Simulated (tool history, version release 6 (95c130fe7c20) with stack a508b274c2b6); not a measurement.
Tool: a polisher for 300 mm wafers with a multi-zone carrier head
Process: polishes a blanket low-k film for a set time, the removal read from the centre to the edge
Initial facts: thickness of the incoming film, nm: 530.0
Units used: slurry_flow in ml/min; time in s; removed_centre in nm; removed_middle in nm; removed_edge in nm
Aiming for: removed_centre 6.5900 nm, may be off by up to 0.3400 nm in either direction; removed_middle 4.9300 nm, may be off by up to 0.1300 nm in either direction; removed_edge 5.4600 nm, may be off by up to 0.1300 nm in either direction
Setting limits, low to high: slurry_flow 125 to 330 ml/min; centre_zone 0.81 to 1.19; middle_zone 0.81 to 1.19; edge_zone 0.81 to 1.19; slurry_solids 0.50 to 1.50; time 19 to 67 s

run 1 hour=0.0 | slurry_flow=210 centre_zone=1.00 middle_zone=1.00 edge_zone=1.00 slurry_solids=1.00 time=43 | removed_centre=11.6070 removed_middle=11.0720 removed_edge=11.3060
run 2 hour=7.3 | slurry_flow=210 centre_zone=1.07 middle_zone=1.00 edge_zone=1.00 slurry_solids=1.00 time=43 | removed_centre=12.4880 removed_middle=11.1170 removed_edge=11.2400
run 3 hour=10.7 | slurry_flow=165 centre_zone=1.07 middle_zone=1.00 edge_zone=1.00 slurry_solids=1.00 time=43 | removed_centre=12.1150 removed_middle=10.7390 removed_edge=11.0940
run 4 hour=12.8 | slurry_flow=165 centre_zone=1.07 middle_zone=1.00 edge_zone=1.00 slurry_solids=1.10 time=43 | removed_centre=12.9050 removed_middle=11.3050 removed_edge=11.6350
run 5 hour=15.9 | slurry_flow=165 centre_zone=1.08 middle_zone=0.98 edge_zone=0.99 slurry_solids=1.05 time=41 | removed_centre=11.9000 removed_middle=10.4440 removed_edge=10.7840
run 6 hour=23.6 | slurry_flow=165 centre_zone=1.08 middle_zone=0.98 edge_zone=0.99 slurry_solids=1.05 time=35 | removed_centre=10.1960 removed_middle=9.0434 removed_edge=9.1530
run 7 hour=31.9 | slurry_flow=165 centre_zone=1.09 middle_zone=0.96 edge_zone=0.98 slurry_solids=1.00 time=34 | removed_centre=9.7963 removed_middle=8.2503 removed_edge=8.6845
run 8 hour=34.7 | slurry_flow=170 centre_zone=1.09 middle_zone=0.95 edge_zone=0.97 slurry_solids=0.95 time=33 | removed_centre=9.0137 removed_middle=7.7362 removed_edge=8.2586
run 9 hour=36.5 | slurry_flow=125 centre_zone=1.19 middle_zone=0.85 edge_zone=0.87 slurry_solids=0.70 time=25 | removed_centre=5.7331 removed_middle=4.1720 removed_edge=4.6769
run 10 hour=44.0 | slurry_flow=140 centre_zone=1.19 middle_zone=0.85 edge_zone=0.87 slurry_solids=0.70 time=25 | removed_centre=6.0157 removed_middle=4.2053 removed_edge=4.7214
run 11 hour=50.2 | slurry_flow=150 centre_zone=1.18 middle_zone=0.85 edge_zone=0.87 slurry_solids=0.70 time=25 | removed_centre=6.1062 removed_middle=4.2999 removed_edge=4.8217
run 12 hour=59.0 | slurry_flow=160 centre_zone=1.17 middle_zone=0.85 edge_zone=0.87 slurry_solids=0.70 time=25 | removed_centre=6.0485 removed_middle=4.2590 removed_edge=4.7911
run 13 hour=62.5 | slurry_flow=170 centre_zone=1.16 middle_zone=0.86 edge_zone=0.88 slurry_solids=0.70 time=25 | removed_centre=5.8393 removed_middle=4.3795 removed_edge=4.8610
run 14 hour=68.3 | slurry_flow=170 centre_zone=1.16 middle_zone=0.86 edge_zone=0.89 slurry_solids=0.70 time=25 | removed_centre=5.9370 removed_middle=4.3591 removed_edge=4.8917
run 15 hour=75.8 | slurry_flow=175 centre_zone=1.16 middle_zone=0.87 edge_zone=0.90 slurry_solids=0.70 time=25 | removed_centre=5.9549 removed_middle=4.3785 removed_edge=4.9487
run 16 hour=84.4 | slurry_flow=175 centre_zone=1.16 middle_zone=0.87 edge_zone=0.90 slurry_solids=0.70 time=25 | removed_centre=6.0676 removed_middle=4.4476 removed_edge=4.9367
run 17 hour=86.8 | slurry_flow=180 centre_zone=1.16 middle_zone=0.87 edge_zone=0.91 slurry_solids=0.70 time=25 | removed_centre=5.8299 removed_middle=4.4465 removed_edge=4.9828

Exactly one of the 5 candidate moves below puts every result within its allowed miss. Which one?
run A hour=89.2 | slurry_flow=190 centre_zone=1.04 middle_zone=0.81 edge_zone=1.19 slurry_solids=0.55 time=30 | removed_centre=? removed_middle=? removed_edge=?
run B hour=89.2 | slurry_flow=220 centre_zone=0.96 middle_zone=0.91 edge_zone=0.94 slurry_solids=0.50 time=32 | removed_centre=? removed_middle=? removed_edge=?
run C hour=89.2 | slurry_flow=180 centre_zone=1.18 middle_zone=0.89 edge_zone=0.94 slurry_solids=0.65 time=29 | removed_centre=? removed_middle=? removed_edge=?
run D hour=89.2 | slurry_flow=220 centre_zone=0.96 middle_zone=0.97 edge_zone=1.11 slurry_solids=0.60 time=30 | removed_centre=? removed_middle=? removed_edge=?
run E hour=89.2 | slurry_flow=175 centre_zone=1.12 middle_zone=0.88 edge_zone=0.99 slurry_solids=0.70 time=28 | removed_centre=? removed_middle=? removed_edge=?

move=A removed_centre=5.1607 removed_middle=4.0829 removed_edge=5.3054
move=B removed_centre=4.6681 removed_middle=4.3976 removed_edge=4.7026
move=C removed_centre=6.5866 removed_middle=4.9565 removed_edge=5.4394
move=D removed_centre=5.2906 removed_middle=5.2540 removed_edge=5.6750
move=E removed_centre=6.3915 removed_middle=5.0256 removed_edge=5.6800
A: lands further from the targets than the last run did
B: lands further from the targets than the last run did
C: every result lands within tolerance
D: pushes the last run's worst result past its target
E: brings the last run's worst result on target, with another outside its allowed miss
Answer: C
